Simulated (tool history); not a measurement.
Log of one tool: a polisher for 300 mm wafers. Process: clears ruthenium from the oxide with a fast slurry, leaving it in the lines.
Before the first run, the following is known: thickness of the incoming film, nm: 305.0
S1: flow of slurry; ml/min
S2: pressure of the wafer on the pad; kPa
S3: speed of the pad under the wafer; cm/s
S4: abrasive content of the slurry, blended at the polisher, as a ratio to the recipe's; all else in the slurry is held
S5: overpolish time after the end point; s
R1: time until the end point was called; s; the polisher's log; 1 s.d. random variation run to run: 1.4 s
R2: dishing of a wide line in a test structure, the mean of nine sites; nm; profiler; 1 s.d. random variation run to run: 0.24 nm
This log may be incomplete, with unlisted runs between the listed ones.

run	hour	S1	S2	S3	S4	S5	R1	R2
1	0.0	225	20.0	80	1.00	26	79.731	57.663
2	2.1	225	15.9	80	1.00	26	100.380	49.485
3	5.5	225	11.0	80	1.00	26	144.060	36.603
4	9.7	225	11.0	96	1.00	26	119.390	43.563
5	15.2	250	11.7	80	1.15	21	125.900	35.042
6	16.6	250	11.7	88	1.15	21	113.130	37.132
7	23.5	275	11.0	82	1.25	18	122.870	30.564
8	27.4	295	10.3	78	1.30	15	132.620	23.433
9	30.7	310	11.0	74	1.35	13	126.870	21.805
10	35.3	310	11.0	74	1.35	13	132.120	21.066
11	39.7	320	12.4	68	1.40	12	124.900	20.566

Run 12, settings as shown, results not yet in. Your forecast:
12	48.1	330	13.1	62	1.45	11	?	?

{"run 12": {"R1": 123.28, "R2": 18.628}}

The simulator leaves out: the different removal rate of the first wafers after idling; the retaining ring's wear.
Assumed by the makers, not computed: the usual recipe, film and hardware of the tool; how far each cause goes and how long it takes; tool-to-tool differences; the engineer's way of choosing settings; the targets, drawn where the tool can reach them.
